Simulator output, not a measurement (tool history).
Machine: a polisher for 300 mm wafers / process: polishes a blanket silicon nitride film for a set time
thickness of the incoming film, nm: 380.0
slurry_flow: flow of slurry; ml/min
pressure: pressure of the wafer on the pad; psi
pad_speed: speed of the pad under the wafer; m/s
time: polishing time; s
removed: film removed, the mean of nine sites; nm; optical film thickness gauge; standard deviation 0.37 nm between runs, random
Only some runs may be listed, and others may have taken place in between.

Run 1, hour 0.0: slurry_flow 180 ml/min, pressure 3.8 psi, pad_speed 0.86 m/s, time 37 s. Result: removed 59.256 nm.
Run 2, hour 5.2: slurry_flow 180 ml/min, pressure 4.4 psi, pad_speed 0.86 m/s, time 37 s. Result: removed 68.410 nm.
Run 3, hour 11.4: slurry_flow 175 ml/min, pressure 4.3 psi, pad_speed 0.86 m/s, time 37 s. Result: removed 66.857 nm.
Run 4, hour 18.7: slurry_flow 175 ml/min, pressure 4.8 psi, pad_speed 0.86 m/s, time 37 s. Result: removed 73.631 nm.
Run 5, hour 23.7: slurry_flow 175 ml/min, pressure 4.8 psi, pad_speed 0.86 m/s, time 34 s. Result: removed 68.540 nm.
Run 6, hour 24.8: slurry_flow 175 ml/min, pressure 5.6 psi, pad_speed 0.86 m/s, time 34 s. Result: removed 79.144 nm.

Forecast run 7:
Run 7, hour 31.3: slurry_flow 170 ml/min, pressure 5.4 psi, pad_speed 0.86 m/s, time 34 s. Result: removed ?.

{"run 7": {"removed": 76.142}}
